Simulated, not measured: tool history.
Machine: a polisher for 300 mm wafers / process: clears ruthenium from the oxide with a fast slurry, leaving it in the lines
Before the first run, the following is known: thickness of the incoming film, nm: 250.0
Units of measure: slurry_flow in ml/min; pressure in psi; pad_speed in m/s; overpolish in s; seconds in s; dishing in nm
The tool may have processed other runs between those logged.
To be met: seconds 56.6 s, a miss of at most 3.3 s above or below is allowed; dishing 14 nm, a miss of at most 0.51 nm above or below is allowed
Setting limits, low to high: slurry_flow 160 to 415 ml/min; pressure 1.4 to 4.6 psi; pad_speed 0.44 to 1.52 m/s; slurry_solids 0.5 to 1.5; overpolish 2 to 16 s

run 1 hour=0 | slurry_flow=265 pressure=3 pad_speed=0.98 slurry_solids=1 overpolish=8 | seconds=53.472 dishing=27.737
run 2 hour=2.3 | slurry_flow=265 pressure=3 pad_speed=0.98 slurry_solids=1 overpolish=5 | seconds=54.42 dishing=18.024
run 3 hour=7.3 | slurry_flow=270 pressure=3 pad_speed=0.98 slurry_solids=1 overpolish=5 | seconds=53.038 dishing=18.404
run 4 hour=16 | slurry_flow=235 pressure=3 pad_speed=0.98 slurry_solids=1 overpolish=5 | seconds=54.612 dishing=17.681
run 5 hour=24.5 | slurry_flow=235 pressure=3 pad_speed=0.98 slurry_solids=1 overpolish=7 | seconds=55.443 dishing=24.274
run 6 hour=31.9 | slurry_flow=260 pressure=2.9 pad_speed=0.98 slurry_solids=1 overpolish=6 | seconds=56.311 dishing=20.483
run 7 hour=38.4 | slurry_flow=325 pressure=2.7 pad_speed=1 slurry_solids=1 overpolish=3 | seconds=57.679 dishing=10.531
run 8 hour=45.6 | slurry_flow=295 pressure=2.7 pad_speed=1 slurry_solids=1 overpolish=3 | seconds=58.168 dishing=10.49
run 9 hour=54.3 | slurry_flow=280 pressure=2.8 pad_speed=0.98 slurry_solids=1 overpolish=3 | seconds=57.883 dishing=10.485
run 10 hour=63.3 | slurry_flow=270 pressure=2.9 pad_speed=0.98 slurry_solids=1 overpolish=3 | seconds=55.068 dishing=10.67
run 11 hour=69.2 | slurry_flow=275 pressure=2.7 pad_speed=1 slurry_solids=1 overpolish=6 | seconds=57.869 dishing=20.018
run 12 hour=72.5 | slurry_flow=295 pressure=2.8 pad_speed=0.98 slurry_solids=1 overpolish=6 | seconds=58.34 dishing=20.374
run 13 hour=76.3 | slurry_flow=285 pressure=2.8 pad_speed=1 slurry_solids=0.95 overpolish=6 | seconds=56.705 dishing=20.405
run 14 hour=84.9 | slurry_flow=290 pressure=2.7 pad_speed=1 slurry_solids=1.05 overpolish=6 | seconds=56.034 dishing=20.712
run 15 hour=93.1 | slurry_flow=300 pressure=2.7 pad_speed=1 slurry_solids=1 overpolish=2 | seconds=58.041 dishing=6.9927
run 16 hour=98.6 | slurry_flow=295 pressure=2.9 pad_speed=0.92 slurry_solids=1.05 overpolish=2 | seconds=55.966 dishing=7.0489
run 17 hour=103.4 | slurry_flow=280 pressure=3.1 pad_speed=0.94 slurry_solids=0.9 overpolish=2 | seconds=56.758 dishing=7.0862
run 18 hour=109.2 | slurry_flow=265 pressure=3 pad_speed=1 slurry_solids=0.9 overpolish=2 | seconds=56.023 dishing=7.3507
run 19 hour=111 | slurry_flow=260 pressure=2.8 pad_speed=1.06 slurry_solids=0.95 overpolish=2 | seconds=54.767 dishing=7.3086
run 20 hour=119.7 | slurry_flow=260 pressure=2.8 pad_speed=0.98 slurry_solids=1.05 overpolish=2 | seconds=55.408 dishing=7.2036
run 21 hour=128.5 | slurry_flow=285 pressure=2.9 pad_speed=0.98 slurry_solids=0.95 overpolish=2 | seconds=56.16 dishing=7.1731
run 22 hour=132.2 | slurry_flow=280 pressure=2.7 pad_speed=1.04 slurry_solids=1 overpolish=2 | seconds=56.092 dishing=7.2441
run 23 hour=135.6 | slurry_flow=285 pressure=2.8 pad_speed=0.96 slurry_solids=1.05 overpolish=2 | seconds=56.797 dishing=7.0228
run 24 hour=137.8 | slurry_flow=290 pressure=2.9 pad_speed=0.98 slurry_solids=0.95 overpolish=2 | seconds=55.855 dishing=7.2867
run 25 hour=142.1 | slurry_flow=280 pressure=2.7 pad_speed=1.02 slurry_solids=1 overpolish=2 | seconds=57.021 dishing=7.0204
run 26 hour=143.6 | slurry_flow=290 pressure=2.8 pad_speed=0.98 slurry_solids=1.05 overpolish=2 | seconds=54.752 dishing=7.3154
run 27 hour=148.2 | slurry_flow=285 pressure=2.9 pad_speed=1 slurry_solids=0.95 overpolish=2 | seconds=55.137 dishing=7.3814
run 28 hour=151 | slurry_flow=280 pressure=2.8 pad_speed=1.02 slurry_solids=1 overpolish=3 | seconds=54.524 dishing=10.919
run 29 hour=154 | slurry_flow=295 pressure=2.8 pad_speed=1.02 slurry_solids=1 overpolish=3 | seconds=55.416 dishing=10.937

Of the 4 settings listed for the next run, only one would bring every result within its allowed miss of target. Which one?
run A hour=157 | slurry_flow=315 pressure=3.3 pad_speed=1 slurry_solids=1 overpolish=3 | seconds=? dishing=?
run B hour=157 | slurry_flow=285 pressure=3 pad_speed=1.12 slurry_solids=1 overpolish=3 | seconds=? dishing=?
run C hour=157 | slurry_flow=235 pressure=2.9 pad_speed=1.18 slurry_solids=0.95 overpolish=3 | seconds=? dishing=?
run D hour=157 | slurry_flow=265 pressure=2.9 pad_speed=0.96 slurry_solids=1 overpolish=4 | seconds=? dishing=?

move=A seconds=48.923 dishing=12.7
move=B seconds=48.538 dishing=12.797
move=C seconds=49.79 dishing=12.489
move=D seconds=58.719 dishing=14.04
A: better than the last run, though not everything is in spec
B: better than the last run, though not everything is in spec
C: better than the last run, though not everything is in spec
D: all results land within tolerance of their targets
D is the move that brings every result within its allowed miss.
